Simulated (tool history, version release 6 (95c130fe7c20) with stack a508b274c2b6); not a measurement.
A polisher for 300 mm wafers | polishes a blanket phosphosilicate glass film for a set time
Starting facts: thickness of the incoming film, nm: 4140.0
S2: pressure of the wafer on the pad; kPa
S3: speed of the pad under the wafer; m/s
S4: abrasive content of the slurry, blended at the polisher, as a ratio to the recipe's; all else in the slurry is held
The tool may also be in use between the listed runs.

run 1 hour=0.0 | flow_of_slurry_(ml/min)=305 S2=26.9 S3=1.00 S4=1.00 polishing_time_(s)=67 | film_removed_(Å)=5780.1
run 2 hour=2.7 | flow_of_slurry_(ml/min)=305 S2=26.9 S3=1.00 S4=1.15 polishing_time_(s)=67 | film_removed_(Å)=6287.0
run 3 hour=3.9 | flow_of_slurry_(ml/min)=305 S2=26.9 S3=0.90 S4=1.15 polishing_time_(s)=67 | film_removed_(Å)=5847.9
run 4 hour=8.0 | flow_of_slurry_(ml/min)=305 S2=24.1 S3=0.90 S4=1.15 polishing_time_(s)=67 | film_removed_(Å)=5439.4
run 5 hour=8.9 | flow_of_slurry_(ml/min)=305 S2=24.1 S3=0.78 S4=1.15 polishing_time_(s)=67 | film_removed_(Å)=4973.6
run 6 hour=14.7 | flow_of_slurry_(ml/min)=305 S2=24.1 S3=0.78 S4=0.95 polishing_time_(s)=67 | film_removed_(Å)=4618.0

Run 7 is up next; what results do you expect?
run 7 hour=22.0 | flow_of_slurry_(ml/min)=305 S2=22.8 S3=0.78 S4=0.95 polishing_time_(s)=67 | film_removed_(Å)=?

film removed (Å): 4421.2

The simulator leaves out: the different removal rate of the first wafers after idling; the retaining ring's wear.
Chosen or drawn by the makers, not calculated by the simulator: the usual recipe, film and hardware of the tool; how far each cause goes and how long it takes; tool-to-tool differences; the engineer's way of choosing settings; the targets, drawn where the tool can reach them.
